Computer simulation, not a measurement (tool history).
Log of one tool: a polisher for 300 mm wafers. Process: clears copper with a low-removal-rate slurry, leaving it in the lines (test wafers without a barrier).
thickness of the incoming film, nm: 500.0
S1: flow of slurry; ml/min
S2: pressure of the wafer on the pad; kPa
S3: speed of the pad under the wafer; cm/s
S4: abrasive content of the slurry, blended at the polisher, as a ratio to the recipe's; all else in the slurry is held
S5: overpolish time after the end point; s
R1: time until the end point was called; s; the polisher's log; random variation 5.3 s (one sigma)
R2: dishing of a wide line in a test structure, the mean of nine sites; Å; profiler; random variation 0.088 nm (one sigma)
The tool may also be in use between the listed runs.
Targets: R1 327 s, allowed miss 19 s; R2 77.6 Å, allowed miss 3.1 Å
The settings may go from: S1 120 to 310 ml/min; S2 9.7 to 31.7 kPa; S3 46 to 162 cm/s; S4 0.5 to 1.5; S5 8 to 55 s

{"run": 1, "hour": 0.0, "S1": 200, "S2": 20.7, "S3": 104, "S4": 1, "S5": 28, "R1": 216.91, "R2": 144.8}
{"run": 2, "hour": 6.8, "S1": 200, "S2": 20.7, "S3": 104, "S4": 1, "S5": 17, "R1": 220.75, "R2": 133.65}
{"run": 3, "hour": 10.8, "S1": 205, "S2": 18.6, "S3": 104, "S4": 1.05, "S5": 15, "R1": 232.89, "R2": 126.04}
{"run": 4, "hour": 19.7, "S1": 255, "S2": 18.6, "S3": 104, "S4": 1.05, "S5": 15, "R1": 232.24, "R2": 126.44}
{"run": 5, "hour": 22.2, "S1": 225, "S2": 18.6, "S3": 104, "S4": 1.05, "S5": 15, "R1": 231.27, "R2": 123.25}
{"run": 6, "hour": 27.4, "S1": 240, "S2": 17.2, "S3": 100, "S4": 1.15, "S5": 14, "R1": 251.11, "R2": 120.44}
{"run": 7, "hour": 34.0, "S1": 240, "S2": 17.2, "S3": 100, "S4": 1.15, "S5": 14, "R1": 249.61, "R2": 120.27}
{"run": 8, "hour": 42.8, "S1": 250, "S2": 15.9, "S3": 98, "S4": 1.2, "S5": 13, "R1": 275.61, "R2": 110.39}
{"run": 9, "hour": 49.7, "S1": 260, "S2": 14.5, "S3": 98, "S4": 1.25, "S5": 12, "R1": 289.66, "R2": 105.27}
{"run": 10, "hour": 58.4, "S1": 270, "S2": 13.8, "S3": 98, "S4": 1.3, "S5": 11, "R1": 313.12, "R2": 95.245}
{"run": 11, "hour": 61.5, "S1": 275, "S2": 13.1, "S3": 100, "S4": 1.35, "S5": 10, "R1": 304.71, "R2": 89.975}
{"run": 12, "hour": 66.1, "S1": 275, "S2": 12.4, "S3": 102, "S4": 1.35, "S5": 10, "R1": 312.18, "R2": 89.555}
{"run": 13, "hour": 74.4, "S1": 275, "S2": 11.7, "S3": 104, "S4": 1.35, "S5": 10, "R1": 329.72, "R2": 86.494}
{"run": 14, "hour": 77.5, "S1": 275, "S2": 11.7, "S3": 106, "S4": 1.35, "S5": 10, "R1": 328.81, "R2": 88.626}
{"run": 15, "hour": 79.8, "S1": 280, "S2": 11.7, "S3": 108, "S4": 1.4, "S5": 10, "R1": 309.64, "R2": 90.67}
{"run": 16, "hour": 86.4, "S1": 225, "S2": 17.2, "S3": 120, "S4": 1.15, "S5": 8, "R1": 221.04, "R2": 99.912}

Which of these 4 next moves meets every target?
{"run": "A", "hour": 93.0, "S1": 195, "S2": 17.2, "S3": 156, "S4": 1.05, "S5": 12, "R1": "?", "R2": "?"}
{"run": "B", "hour": 93.0, "S1": 120, "S2": 9.7, "S3": 126, "S4": 1.1, "S5": 8, "R1": "?", "R2": "?"}
{"run": "C", "hour": 93.0, "S1": 205, "S2": 9.7, "S3": 134, "S4": 1.35, "S5": 8, "R1": "?", "R2": "?"}
{"run": "D", "hour": 93.0, "S1": 225, "S2": 17.2, "S3": 74, "S4": 1, "S5": 29, "R1": "?", "R2": "?"}

move=A R1=175.03 R2=126.33
move=B R1=397.15 R2=65.596
move=C R1=324.37 R2=75.34
move=D R1=354.95 R2=132.14
A: further off than the last run
B: takes the result that was furthest off past its target
C: meets every target
D: further off than the last run
Move C is the one to make.

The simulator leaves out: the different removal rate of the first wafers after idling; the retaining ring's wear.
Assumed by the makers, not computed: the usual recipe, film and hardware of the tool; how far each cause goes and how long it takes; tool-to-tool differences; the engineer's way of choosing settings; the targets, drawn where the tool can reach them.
